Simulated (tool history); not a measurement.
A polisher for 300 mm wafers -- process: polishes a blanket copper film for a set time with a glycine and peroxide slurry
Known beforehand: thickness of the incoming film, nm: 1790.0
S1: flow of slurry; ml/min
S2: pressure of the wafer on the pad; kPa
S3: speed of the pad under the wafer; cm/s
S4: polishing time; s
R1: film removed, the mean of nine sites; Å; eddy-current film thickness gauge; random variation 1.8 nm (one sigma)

Run 1, hour 0.0: S1 180 ml/min, S2 23.4 kPa, S3 76 cm/s, S4 80 s. Result: R1 4745.5 Å.
Run 2, hour 2.2: S1 180 ml/min, S2 23.4 kPa, S3 76 cm/s, S4 80 s. Result: R1 4778.0 Å.
Run 3, hour 6.5: S1 180 ml/min, S2 29.0 kPa, S3 76 cm/s, S4 80 s. Result: R1 5625.9 Å.
Run 4, hour 10.5: S1 180 ml/min, S2 34.5 kPa, S3 76 cm/s, S4 80 s. Result: R1 6560.9 Å.
Run 5, hour 13.2: S1 180 ml/min, S2 31.7 kPa, S3 76 cm/s, S4 80 s. Result: R1 6044.3 Å.
Run 6, hour 16.4: S1 175 ml/min, S2 27.6 kPa, S3 72 cm/s, S4 80 s. Result: R1 5128.1 Å.
Run 7, hour 18.9: S1 170 ml/min, S2 24.1 kPa, S3 68 cm/s, S4 80 s. Result: R1 4395.1 Å.
Run 8, hour 27.9: S1 165 ml/min, S2 21.4 kPa, S3 66 cm/s, S4 80 s. Result: R1 3899.2 Å.
Run 9, hour 32.3: S1 160 ml/min, S2 19.3 kPa, S3 64 cm/s, S4 80 s. Result: R1 3424.8 Å.
Run 10, hour 40.3: S1 150 ml/min, S2 17.9 kPa, S3 64 cm/s, S4 80 s. Result: R1 3267.2 Å.
Run 11, hour 48.9: S1 145 ml/min, S2 16.5 kPa, S3 64 cm/s, S4 80 s. Result: R1 3020.3 Å.
Run 12, hour 56.3: S1 140 ml/min, S2 15.9 kPa, S3 64 cm/s, S4 80 s. Result: R1 2958.2 Å.
Run 13, hour 63.1: S1 135 ml/min, S2 15.2 kPa, S3 64 cm/s, S4 80 s. Result: R1 2815.7 Å.
Run 14, hour 66.4: S1 130 ml/min, S2 14.5 kPa, S3 64 cm/s, S4 80 s. Result: R1 2744.6 Å.

Run 15 comes next. What will it give?
Run 15, hour 69.1: S1 125 ml/min, S2 13.8 kPa, S3 64 cm/s, S4 80 s. Result: R1 ?.

R1: 2599.4 Å
